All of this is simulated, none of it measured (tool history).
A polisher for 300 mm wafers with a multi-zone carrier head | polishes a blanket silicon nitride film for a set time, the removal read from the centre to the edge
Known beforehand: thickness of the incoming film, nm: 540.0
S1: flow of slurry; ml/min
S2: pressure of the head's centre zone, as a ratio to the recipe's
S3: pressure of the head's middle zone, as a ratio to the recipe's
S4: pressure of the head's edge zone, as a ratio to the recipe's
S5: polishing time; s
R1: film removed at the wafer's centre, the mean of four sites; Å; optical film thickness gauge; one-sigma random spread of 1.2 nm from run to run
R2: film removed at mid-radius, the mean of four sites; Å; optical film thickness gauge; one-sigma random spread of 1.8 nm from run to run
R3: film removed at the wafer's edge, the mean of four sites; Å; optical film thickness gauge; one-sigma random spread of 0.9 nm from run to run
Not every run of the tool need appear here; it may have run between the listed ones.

run 1 hour=0.0 | S1=170 S2=1.00 S3=1.00 S4=1.00 S5=74 | R1=1716.3 R2=1581.0 R3=1653.1
run 2 hour=1.8 | S1=170 S2=1.00 S3=1.00 S4=1.05 S5=74 | R1=1720.6 R2=1584.1 R3=1704.8
run 3 hour=2.7 | S1=170 S2=0.95 S3=1.00 S4=1.05 S5=74 | R1=1647.8 R2=1580.5 R3=1698.4
run 4 hour=7.5 | S1=160 S2=0.92 S3=1.00 S4=0.98 S5=71 | R1=1507.8 R2=1509.0 R3=1567.8
run 5 hour=15.9 | S1=160 S2=0.89 S3=1.00 S4=0.98 S5=71 | R1=1461.6 R2=1442.1 R3=1572.2
run 6 hour=19.0 | S1=150 S2=0.89 S3=1.03 S4=0.93 S5=69 | R1=1416.1 R2=1436.8 R3=1470.2
run 7 hour=21.9 | S1=140 S2=0.88 S3=1.04 S4=0.89 S5=68 | R1=1370.2 R2=1431.4 R3=1427.9

What does the tool deliver on the next run?
run 8 hour=25.7 | S1=135 S2=0.88 S3=1.04 S4=0.87 S5=67 | R1=? R2=? R3=?

Run 8 came out at R1 1331.0 Å, R2 1394.5 Å, R3 1372.4 Å.

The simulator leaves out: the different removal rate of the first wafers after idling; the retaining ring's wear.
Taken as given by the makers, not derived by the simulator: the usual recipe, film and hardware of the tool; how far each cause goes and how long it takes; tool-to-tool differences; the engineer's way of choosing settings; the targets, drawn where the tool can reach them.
